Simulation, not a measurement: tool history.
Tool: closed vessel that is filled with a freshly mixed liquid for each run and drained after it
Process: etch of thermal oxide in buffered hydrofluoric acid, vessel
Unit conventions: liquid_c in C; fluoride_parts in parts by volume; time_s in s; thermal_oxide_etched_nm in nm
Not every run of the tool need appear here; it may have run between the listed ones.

run 1 hour=0.0 | liquid_c=21.0 fluoride_parts=20.5 time_s=40 | thermal_oxide_etched_nm=19.522
run 2 hour=4.6 | liquid_c=20.0 fluoride_parts=20.5 time_s=40 | thermal_oxide_etched_nm=18.229
run 3 hour=8.3 | liquid_c=23.5 fluoride_parts=20.5 time_s=40 | thermal_oxide_etched_nm=22.297
run 4 hour=11.0 | liquid_c=23.5 fluoride_parts=16.5 time_s=40 | thermal_oxide_etched_nm=27.409
run 5 hour=16.7 | liquid_c=21.5 fluoride_parts=17.0 time_s=40 | thermal_oxide_etched_nm=24.069
run 6 hour=24.7 | liquid_c=20.0 fluoride_parts=17.5 time_s=40 | thermal_oxide_etched_nm=21.095
run 7 hour=26.3 | liquid_c=19.0 fluoride_parts=18.0 time_s=40 | thermal_oxide_etched_nm=19.563

Run 8 comes next. What will it give?
run 8 hour=28.0 | liquid_c=18.5 fluoride_parts=18.0 time_s=40 | thermal_oxide_etched_nm=?

{"run 8": {"thermal_oxide_etched_nm": 18.948}}

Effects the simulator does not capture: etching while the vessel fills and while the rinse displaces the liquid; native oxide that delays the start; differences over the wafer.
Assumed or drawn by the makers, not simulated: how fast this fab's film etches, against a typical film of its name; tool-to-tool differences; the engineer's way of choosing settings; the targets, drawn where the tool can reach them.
